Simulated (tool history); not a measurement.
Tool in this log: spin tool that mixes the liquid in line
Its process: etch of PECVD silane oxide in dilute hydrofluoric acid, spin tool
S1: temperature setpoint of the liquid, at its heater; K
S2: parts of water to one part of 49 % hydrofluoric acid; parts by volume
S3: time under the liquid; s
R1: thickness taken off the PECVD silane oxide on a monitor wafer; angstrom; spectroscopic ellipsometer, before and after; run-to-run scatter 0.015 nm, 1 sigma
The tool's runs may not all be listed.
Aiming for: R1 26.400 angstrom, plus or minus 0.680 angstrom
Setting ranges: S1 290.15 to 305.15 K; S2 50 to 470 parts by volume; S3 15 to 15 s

| run | hour | S1 | S2 | S3 | R1 |
|---|---|---|---|---|---|
| 1 | 0.0 | 297.15 | 260 | 15 | 17.929 |
| 2 | 3.2 | 298.15 | 255 | 15 | 18.934 |
| 3 | 6.1 | 298.65 | 250 | 15 | 19.936 |
| 4 | 12.3 | 301.15 | 250 | 15 | 21.691 |
| 5 | 18.9 | 303.15 | 250 | 15 | 23.052 |
| 6 | 20.2 | 303.15 | 335 | 15 | 15.578 |
| 7 | 22.4 | 303.15 | 335 | 15 | 15.568 |
| 8 | 23.4 | 303.15 | 325 | 15 | 16.176 |
| 9 | 26.4 | 303.15 | 325 | 15 | 16.156 |
| 10 | 29.8 | 303.15 | 315 | 15 | 17.061 |
| 11 | 35.2 | 303.15 | 305 | 15 | 17.672 |
| 12 | 43.5 | 303.15 | 295 | 15 | 18.442 |
|  | 49.5 | thermometer replaced |
| 13 | 49.5 | 303.15 | 290 | 15 | 18.001 |
| 14 | 58.2 | 303.15 | 280 | 15 | 18.827 |
| 15 | 65.8 | 303.15 | 270 | 15 | 19.969 |
| 16 | 67.6 | 303.15 | 265 | 15 | 20.592 |
| 17 | 68.5 | 303.15 | 260 | 15 | 20.823 |
| 18 | 73.6 | 303.15 | 255 | 15 | 21.440 |
| 19 | 77.1 | 305.15 | 220 | 15 | 27.567 |
| 20 | 79.9 | 304.65 | 220 | 15 | 27.314 |
| 21 | 83.1 | 304.65 | 220 | 15 | 27.310 |

4 candidate next runs follow, results not yet known. Just one meets every target within its allowed miss. Identify it.
| A | 86.3 | 305.15 | 230 | 15 | ? |
| B | 86.3 | 303.15 | 205 | 15 | ? |
| C | 86.3 | 305.15 | 220 | 15 | ? |
| D | 86.3 | 304.15 | 210 | 15 | ? |

| move | R1 |
|---|---|
| A | 26.384 |
| B | 28.533 |
| C | 27.928 |
| D | 28.645 |
A: all results in spec
B: further off than the last run
C: further off than the last run
D: further off than the last run
So the answer is move A, the one that meets all the targets.
